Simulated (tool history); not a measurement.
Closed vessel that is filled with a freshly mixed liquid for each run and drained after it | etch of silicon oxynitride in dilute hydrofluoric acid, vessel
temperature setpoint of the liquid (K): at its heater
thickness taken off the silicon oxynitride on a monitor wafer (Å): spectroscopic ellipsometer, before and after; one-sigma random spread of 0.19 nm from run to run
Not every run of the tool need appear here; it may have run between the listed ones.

run	day	temperature setpoint of the liquid (K)	parts of water to one part of 49 % hydrofluoric acid (parts by volume)	time in the liquid (s)	thickness taken off the silicon oxynitride on a monitor wafer (Å)
1	0.000	295.15	95	510	141.69
2	0.138	291.65	95	510	119.49
3	0.379	291.65	75	510	153.54
4	0.462	290.15	75	510	141.87
5	0.675	290.15	40	510	274.76
6	1.017	292.15	40	510	305.75

Run 7 has not been measured yet. What should we expect?
7	1.296	293.65	40	510	?

thickness taken off the silicon oxynitride on a monitor wafer (Å): 327.03
